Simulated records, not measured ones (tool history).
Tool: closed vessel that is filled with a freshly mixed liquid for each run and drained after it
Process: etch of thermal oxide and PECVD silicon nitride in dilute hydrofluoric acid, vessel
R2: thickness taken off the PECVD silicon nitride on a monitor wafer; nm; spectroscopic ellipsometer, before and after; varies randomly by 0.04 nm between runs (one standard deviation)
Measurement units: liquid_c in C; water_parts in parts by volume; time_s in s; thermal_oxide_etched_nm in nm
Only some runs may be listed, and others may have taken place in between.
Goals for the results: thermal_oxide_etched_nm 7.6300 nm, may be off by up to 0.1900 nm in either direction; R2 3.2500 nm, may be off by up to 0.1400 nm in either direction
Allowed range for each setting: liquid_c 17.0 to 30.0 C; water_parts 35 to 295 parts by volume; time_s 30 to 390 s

Run 1, day 0.000: liquid_c 22.0 C, water_parts 165 parts by volume, time_s 200 s. Result: thermal_oxide_etched_nm 4.6765 nm, R2 2.3977 nm.
Run 2, day 0.096: liquid_c 21.5 C, water_parts 130 parts by volume, time_s 190 s. Result: thermal_oxide_etched_nm 5.7133 nm, R2 2.7684 nm.
Run 3, day 0.300: liquid_c 21.5 C, water_parts 130 parts by volume, time_s 140 s. Result: thermal_oxide_etched_nm 4.1952 nm, R2 2.0015 nm.
Run 4, day 0.362: liquid_c 24.5 C, water_parts 130 parts by volume, time_s 140 s. Result: thermal_oxide_etched_nm 4.7586 nm, R2 2.4131 nm.
Run 5, day 0.538: liquid_c 24.0 C, water_parts 100 parts by volume, time_s 130 s. Result: thermal_oxide_etched_nm 5.7535 nm, R2 2.8338 nm.
Run 6, day 0.775: liquid_c 24.0 C, water_parts 100 parts by volume, time_s 60 s. Result: thermal_oxide_etched_nm 2.6673 nm, R2 1.3362 nm.
Run 7, day 0.838: liquid_c 24.0 C, water_parts 75 parts by volume, time_s 75 s. Result: thermal_oxide_etched_nm 4.5963 nm, R2 2.1743 nm.
Run 8, day 1.179: liquid_c 24.0 C, water_parts 60 parts by volume, time_s 75 s. Result: thermal_oxide_etched_nm 5.8549 nm, R2 2.7309 nm.
Run 9, day 1.354: liquid_c 22.0 C, water_parts 35 parts by volume, time_s 90 s. Result: thermal_oxide_etched_nm 11.4710 nm, R2 4.7596 nm.
Run 10, day 1.458: liquid_c 22.0 C, water_parts 45 parts by volume, time_s 90 s. Result: thermal_oxide_etched_nm 8.8183 nm, R2 3.7645 nm.
Run 11, day 1.567: liquid_c 22.0 C, water_parts 50 parts by volume, time_s 90 s. Result: thermal_oxide_etched_nm 7.8480 nm, R2 3.4338 nm.

Next run, 5 choices. One meets every target within its allowed miss, the rest don't. Which?
Run A, day 1.675: liquid_c 21.0 C, water_parts 55 parts by volume, time_s 100 s. Result: thermal_oxide_etched_nm ?, R2 ?.
Run B, day 1.675: liquid_c 26.0 C, water_parts 85 parts by volume, time_s 130 s. Result: thermal_oxide_etched_nm ?, R2 ?.
Run C, day 1.675: liquid_c 18.0 C, water_parts 70 parts by volume, time_s 155 s. Result: thermal_oxide_etched_nm ?, R2 ?.
Run D, day 1.675: liquid_c 19.0 C, water_parts 35 parts by volume, time_s 70 s. Result: thermal_oxide_etched_nm ?, R2 ?.
Run E, day 1.675: liquid_c 22.5 C, water_parts 60 parts by volume, time_s 115 s. Result: thermal_oxide_etched_nm ?, R2 ?.

move  thermal_oxide_etched_nm      R2
   A                   7.6004  3.2710
   B                   7.5775  3.9018
   C                   8.0029  3.2487
   D                   7.8467  3.0796
   E                   8.4859  3.8345
A: every result within its allowed miss
B: misses by more than the last run did
C: brings the result that was furthest off to its target, and leaves another outside
D: carries the result that was furthest off beyond its target, to the other side
E: misses by more than the last run did
Answer: A
